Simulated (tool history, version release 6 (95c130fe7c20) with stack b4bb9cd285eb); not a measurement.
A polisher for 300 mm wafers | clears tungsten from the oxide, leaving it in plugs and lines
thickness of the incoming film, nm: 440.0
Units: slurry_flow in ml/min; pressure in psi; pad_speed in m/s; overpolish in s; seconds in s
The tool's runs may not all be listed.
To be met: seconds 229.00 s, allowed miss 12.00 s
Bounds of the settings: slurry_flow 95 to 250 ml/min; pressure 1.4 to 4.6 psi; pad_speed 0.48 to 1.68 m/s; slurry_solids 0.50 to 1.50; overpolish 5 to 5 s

run  hour  slurry_flow  pressure  pad_speed  slurry_solids  overpolish  seconds
  1   0.0          160       3.0       1.08           1.00           5   136.07
  2   5.1          160       2.6       1.08           1.00           5   158.78
  3   5.8          160       2.5       1.08           1.00           5   162.30
  4  10.0          160       2.4       1.08           1.00           5   164.65
  5  17.8          160       2.3       1.08           1.00           5   172.77
  6  23.9          160       2.2       1.08           1.00           5   180.94
  7  28.4          160       2.1       1.08           1.00           5   191.25
  8  29.0          160       2.0       1.08           1.00           5   196.52
  9  38.0          160       1.8       1.08           1.00           5   209.54
 10  42.2          160       1.5       1.08           1.00           5   248.23

4 next moves are on the table. One of them brings every result within its allowed miss. Which?
  A  46.4          215       1.7       1.12           1.10           5        ?
  B  46.4          100       2.0       1.16           1.05           5        ?
  C  46.4          145       1.4       1.32           0.85           5        ?
  D  46.4          165       1.4       1.12           1.00           5        ?

move  seconds
   A   206.13
   B   202.58
   C   228.35
   D   253.64
A: takes the result that was furthest off past its target
B: takes the result that was furthest off past its target
C: meets every target
D: further off than the last run
Move C is the one to make.
